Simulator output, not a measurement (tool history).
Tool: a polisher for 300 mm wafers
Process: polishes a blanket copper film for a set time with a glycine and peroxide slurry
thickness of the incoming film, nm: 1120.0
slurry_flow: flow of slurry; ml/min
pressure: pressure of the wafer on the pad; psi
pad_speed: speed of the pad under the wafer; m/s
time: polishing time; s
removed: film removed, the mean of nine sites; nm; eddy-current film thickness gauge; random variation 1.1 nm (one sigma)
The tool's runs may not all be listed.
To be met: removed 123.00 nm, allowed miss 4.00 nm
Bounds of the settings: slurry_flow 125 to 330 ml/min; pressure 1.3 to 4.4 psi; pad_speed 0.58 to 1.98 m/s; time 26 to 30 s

| run | hour | slurry_flow | pressure | pad_speed | time | removed |
|---|---|---|---|---|---|---|
| 1 | 0.0 | 210 | 2.8 | 1.28 | 30 | 184.67 |
| 2 | 3.2 | 210 | 2.6 | 1.28 | 30 | 174.10 |
| 3 | 6.8 | 210 | 2.6 | 1.46 | 30 | 190.06 |
| 4 | 10.5 | 210 | 2.6 | 1.76 | 30 | 227.27 |
| 5 | 12.4 | 210 | 2.3 | 1.70 | 30 | 195.07 |
| 6 | 16.2 | 260 | 2.3 | 1.70 | 30 | 197.78 |
| 7 | 17.7 | 260 | 2.1 | 1.66 | 30 | 184.05 |
| 8 | 23.8 | 260 | 1.9 | 1.60 | 30 | 164.63 |
| 9 | 29.7 | 245 | 1.3 | 1.46 | 30 | 111.41 |
| 10 | 34.1 | 250 | 1.3 | 1.46 | 30 | 112.12 |
| 11 | 36.6 | 250 | 1.3 | 1.46 | 30 | 111.55 |
| 12 | 40.2 | 255 | 1.3 | 1.46 | 30 | 109.85 |
| 13 | 47.1 | 260 | 1.4 | 1.46 | 30 | 118.40 |
| 14 | 53.4 | 265 | 1.4 | 1.46 | 30 | 117.34 |

4 next moves are on the table. One of them brings every result within its allowed miss. Which?
| A | 59.7 | 310 | 1.4 | 1.62 | 26 | ? |
| B | 59.7 | 245 | 1.7 | 1.64 | 27 | ? |
| C | 59.7 | 330 | 1.7 | 1.24 | 30 | ? |
| D | 59.7 | 290 | 1.5 | 1.22 | 29 | ? |

| move | removed |
|---|---|
| A | 111.76 |
| B | 133.94 |
| C | 123.67 |
| D | 106.11 |
A: further off than the last run
B: takes the result that was furthest off past its target
C: meets every target
D: further off than the last run
The right move is C.
